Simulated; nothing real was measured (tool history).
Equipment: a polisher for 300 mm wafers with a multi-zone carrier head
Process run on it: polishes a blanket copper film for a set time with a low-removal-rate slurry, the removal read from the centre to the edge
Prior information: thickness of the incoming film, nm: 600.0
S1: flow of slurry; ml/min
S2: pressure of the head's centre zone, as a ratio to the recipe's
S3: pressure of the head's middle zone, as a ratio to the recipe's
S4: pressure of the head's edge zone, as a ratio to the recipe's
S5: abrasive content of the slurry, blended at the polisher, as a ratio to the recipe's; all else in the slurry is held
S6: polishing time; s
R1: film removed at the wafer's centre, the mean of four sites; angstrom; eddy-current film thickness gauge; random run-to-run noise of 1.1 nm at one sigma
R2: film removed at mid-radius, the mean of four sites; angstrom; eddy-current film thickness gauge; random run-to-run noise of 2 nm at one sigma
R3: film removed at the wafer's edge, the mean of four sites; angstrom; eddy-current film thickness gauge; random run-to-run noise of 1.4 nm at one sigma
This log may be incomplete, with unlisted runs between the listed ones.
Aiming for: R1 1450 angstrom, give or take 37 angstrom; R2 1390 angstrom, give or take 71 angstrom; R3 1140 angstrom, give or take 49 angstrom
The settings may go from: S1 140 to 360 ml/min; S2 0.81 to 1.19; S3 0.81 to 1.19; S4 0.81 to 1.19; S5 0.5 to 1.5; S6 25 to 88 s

Run 1, hour 0: S1 230 ml/min, S2 1, S3 1, S4 1, S5 1, S6 56 s. Result: R1 1521.7 angstrom, R2 1502.7 angstrom, R3 1467.2 angstrom.
Run 2, hour 8.3: S1 230 ml/min, S2 1.01, S3 1.01, S4 0.98, S5 0.95, S6 56 s. Result: R1 1514 angstrom, R2 1486.2 angstrom, R3 1443.3 angstrom.
Run 3, hour 13.4: S1 230 ml/min, S2 1.01, S3 1.1, S4 0.98, S5 0.95, S6 56 s. Result: R1 1488.8 angstrom, R2 1605.8 angstrom, R3 1423 angstrom.
Run 4, hour 18.4: S1 230 ml/min, S2 1.01, S3 1.18, S4 0.98, S5 0.95, S6 56 s. Result: R1 1510.9 angstrom, R2 1667.9 angstrom, R3 1438.3 angstrom.
Run 5, hour 21.3: S1 230 ml/min, S2 1.03, S3 1.17, S4 0.96, S5 0.9, S6 56 s. Result: R1 1511.9 angstrom, R2 1618.8 angstrom, R3 1396.1 angstrom.
Run 6, hour 23.5: S1 230 ml/min, S2 1.04, S3 1.17, S4 0.94, S5 0.85, S6 56 s. Result: R1 1510.8 angstrom, R2 1613 angstrom, R3 1343.8 angstrom.
Run 7, hour 31.3: S1 225 ml/min, S2 1.04, S3 1.16, S4 0.93, S5 0.8, S6 56 s. Result: R1 1486.3 angstrom, R2 1580 angstrom, R3 1329.2 angstrom.
Run 8, hour 37.5: S1 225 ml/min, S2 1.14, S3 1.14, S4 0.83, S5 0.55, S6 52 s. Result: R1 1337.1 angstrom, R2 1282.9 angstrom, R3 1058.9 angstrom.
Run 9, hour 43.2: S1 230 ml/min, S2 1.14, S3 1.15, S4 0.84, S5 0.55, S6 52 s. Result: R1 1351.1 angstrom, R2 1285.7 angstrom, R3 1035.7 angstrom.

Exactly one of the 4 candidate moves below puts every result within its allowed miss. Which one?
Run A, hour 48.9: S1 140 ml/min, S2 0.96, S3 0.89, S4 0.98, S5 0.65, S6 58 s. Result: R1 ?, R2 ?, R3 ?.
Run B, hour 48.9: S1 240 ml/min, S2 1.13, S3 1.14, S4 0.85, S5 0.65, S6 53 s. Result: R1 ?, R2 ?, R3 ?.
Run C, hour 48.9: S1 240 ml/min, S2 1.16, S3 1.15, S4 0.81, S5 0.55, S6 49 s. Result: R1 ?, R2 ?, R3 ?.
Run D, hour 48.9: S1 170 ml/min, S2 1.08, S3 1.1, S4 0.97, S5 0.5, S6 61 s. Result: R1 ?, R2 ?, R3 ?.

move      R1      R2      R3
   A  1193.2    1110  1216.2
   B  1440.2  1381.1  1115.8
   C  1292.5  1216.1  954.56
   D  1358.1    1331  1196.3
A: moves away from the targets compared with the last run
B: each result inside its tolerance
C: moves away from the targets compared with the last run
D: better than the last run, though not everything is in spec
B meets every target.
